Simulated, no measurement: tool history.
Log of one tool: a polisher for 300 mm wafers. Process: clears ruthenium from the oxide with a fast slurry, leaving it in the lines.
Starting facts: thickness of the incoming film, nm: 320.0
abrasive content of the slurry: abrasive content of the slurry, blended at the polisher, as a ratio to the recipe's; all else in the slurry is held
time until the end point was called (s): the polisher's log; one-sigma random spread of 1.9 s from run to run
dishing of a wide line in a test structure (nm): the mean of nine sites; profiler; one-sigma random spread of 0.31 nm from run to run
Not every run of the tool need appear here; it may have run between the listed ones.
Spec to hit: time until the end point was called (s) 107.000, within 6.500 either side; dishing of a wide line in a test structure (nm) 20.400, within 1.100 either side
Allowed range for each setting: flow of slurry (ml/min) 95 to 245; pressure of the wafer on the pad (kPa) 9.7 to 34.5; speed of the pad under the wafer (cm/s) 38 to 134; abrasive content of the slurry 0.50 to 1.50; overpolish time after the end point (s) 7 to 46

run  hour  flow of slurry (ml/min)  pressure of the wafer on the pad (kPa)  speed of the pad under the wafer (cm/s)  abrasive content of the slurry  overpolish time after the end point (s)  time until the end point was called (s)  dishing of a wide line in a test structure (nm)
  1   0.0                      155                                    22.1                                       86                            1.00                                       24                                   83.700                                           42.134
  2   6.9                      135                                    22.1                                       86                            1.00                                       24                                   86.537                                           43.217
  3  14.9                      150                                    20.7                                       86                            1.00                                       22                                   88.498                                           39.754
  4  15.5                      165                                    19.3                                       86                            1.00                                       20                                   93.903                                           37.040
  5  21.3                      205                                    19.3                                       86                            1.00                                       20                                   91.886                                           38.347
  6  27.8                      235                                    19.3                                       86                            1.00                                       20                                   88.651                                           37.734
  7  36.5                      235                                    20.0                                       80                            1.00                                       18                                   94.350                                           33.832
  8  44.2                      235                                    20.0                                       80                            1.00                                       18                                   95.825                                           33.499
  9  50.7                      235                                    20.7                                       74                            1.05                                       16                                   92.213                                           31.014
 10  55.5                      235                                    20.0                                       72                            1.10                                       15                                   98.448                                           29.136
 11  63.5                      235                                    20.0                                       70                            1.15                                       14                                   98.830                                           27.449
 12  68.7                      235                                    20.0                                       68                            1.15                                       13                                  105.380                                           25.576
 13  70.1                      235                                    20.0                                       68                            1.15                                       12                                  104.910                                           24.432

Of the 5 settings listed for the next run, only one would bring every result within its allowed miss of target. Which one?
  A  71.5                      245                                    17.9                                       78                            1.00                                       15                                        ?                                                ?
  B  71.5                      240                                    16.5                                       76                            1.05                                       16                                        ?                                                ?
  C  71.5                      245                                    17.2                                       72                            1.20                                       13                                        ?                                                ?
  D  71.5                      245                                    20.0                                       68                            1.20                                       17                                        ?                                                ?
  E  71.5                      185                                    22.8                                       56                            1.50                                       10                                        ?                                                ?

move  time until the end point was called (s)  dishing of a wide line in a test structure (nm)
   A                                  104.930                                           28.819
   B                                  111.040                                           28.981
   C                                  107.570                                           25.508
   D                                  103.180                                           31.770
   E                                  108.000                                           20.753
A: lands further from the targets than the last run did
B: lands further from the targets than the last run did
C: lands further from the targets than the last run did
D: lands further from the targets than the last run did
E: in spec on every target
E meets every target.
